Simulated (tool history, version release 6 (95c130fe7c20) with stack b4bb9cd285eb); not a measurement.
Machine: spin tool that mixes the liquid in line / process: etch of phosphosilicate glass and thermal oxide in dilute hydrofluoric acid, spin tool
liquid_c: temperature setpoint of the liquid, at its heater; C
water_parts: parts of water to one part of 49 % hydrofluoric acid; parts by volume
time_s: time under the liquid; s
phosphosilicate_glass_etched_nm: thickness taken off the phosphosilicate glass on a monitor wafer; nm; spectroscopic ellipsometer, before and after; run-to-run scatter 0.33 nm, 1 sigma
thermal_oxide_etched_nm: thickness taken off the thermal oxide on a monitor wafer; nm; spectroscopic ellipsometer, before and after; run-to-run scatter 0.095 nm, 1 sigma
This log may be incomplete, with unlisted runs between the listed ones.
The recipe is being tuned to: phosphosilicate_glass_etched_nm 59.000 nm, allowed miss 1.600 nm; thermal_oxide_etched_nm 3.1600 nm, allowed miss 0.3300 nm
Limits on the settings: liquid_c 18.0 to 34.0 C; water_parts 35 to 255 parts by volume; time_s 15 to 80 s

run  hour  liquid_c  water_parts  time_s  phosphosilicate_glass_etched_nm  thermal_oxide_etched_nm
  1   0.0      26.0          145      40                           24.083                   1.3395
  2   4.6      28.0          125      40                           31.088                   1.5580
  3   9.1      28.0           75      40                           55.983                   2.8905
  4  17.8      28.0          110      40                           35.618                   1.9717
  5  26.7      29.5          110      40                           37.820                   1.9003
  6  28.3      26.5          110      40                           34.042                   1.8760
  7  30.1      27.0          100      40                           38.542                   2.0839
  8  35.4      27.5           90      40                           44.236                   2.2893
  9  40.2      28.0           85      40                           48.208                   2.4790
 10  44.5      28.0           80      40                           51.030                   2.9588
 11  45.6      29.0           80      40                           53.376                   2.8406
 12  52.7      29.5           80      40                           54.316                   2.8903

Which one of the following 4 next-run settings gets every result inside its allowed miss? There is exactly one.
  A  59.8      34.0           65      25                                ?                        ?
  B  59.8      30.5           90      50                                ?                        ?
  C  59.8      31.5          110      50                                ?                        ?
  D  59.8      33.0           75      35                                ?                        ?

move  phosphosilicate_glass_etched_nm  thermal_oxide_etched_nm
   A                           50.848                   2.6656
   B                           61.965                   3.2483
   C                           51.117                   2.6796
   D                           58.481                   3.0657
A: moves away from the targets compared with the last run
B: pushes the last run's worst result past its target
C: moves away from the targets compared with the last run
D: every result lands within tolerance
So the answer is move D, the one that meets all the targets.

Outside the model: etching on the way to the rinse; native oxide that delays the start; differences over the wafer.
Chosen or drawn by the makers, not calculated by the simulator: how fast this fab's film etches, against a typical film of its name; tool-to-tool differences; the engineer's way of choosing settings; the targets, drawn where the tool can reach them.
